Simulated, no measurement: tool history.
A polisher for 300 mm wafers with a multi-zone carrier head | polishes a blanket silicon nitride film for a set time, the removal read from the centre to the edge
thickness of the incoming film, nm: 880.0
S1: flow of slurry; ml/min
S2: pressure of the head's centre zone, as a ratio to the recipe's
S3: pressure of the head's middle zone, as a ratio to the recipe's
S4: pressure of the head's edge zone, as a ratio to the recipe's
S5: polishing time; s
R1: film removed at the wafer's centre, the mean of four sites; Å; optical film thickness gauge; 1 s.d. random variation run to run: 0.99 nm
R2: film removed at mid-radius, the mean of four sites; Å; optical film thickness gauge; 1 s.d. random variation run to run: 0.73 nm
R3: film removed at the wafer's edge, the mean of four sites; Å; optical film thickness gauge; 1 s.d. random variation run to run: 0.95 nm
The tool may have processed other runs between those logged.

run  hour   S1    S2    S3    S4  S5      R1      R2      R3
  1   0.0  265  1.00  1.00  1.00  84  899.18  930.62  913.70
  2   6.3  260  0.98  0.98  0.99  82  830.29  897.01  889.26
  3  12.5  260  0.98  0.96  0.98  80  844.70  871.09  876.27
  4  18.3  260  0.97  0.95  0.98  78  799.82  832.67  828.53
  5  24.4  260  0.97  0.95  0.95  78  806.71  844.85  832.56
  6  26.2  260  0.95  0.94  0.95  77  748.73  809.98  821.05
  7  31.8  260  0.95  0.93  0.94  76  763.98  809.87  787.20

Predict the results of run 8:
  8  36.5  255  0.94  0.92  0.95  76   ?   ?   ?

Run 8 produced R1 747.22 Å, R2 804.55 Å, R3 804.66 Å.
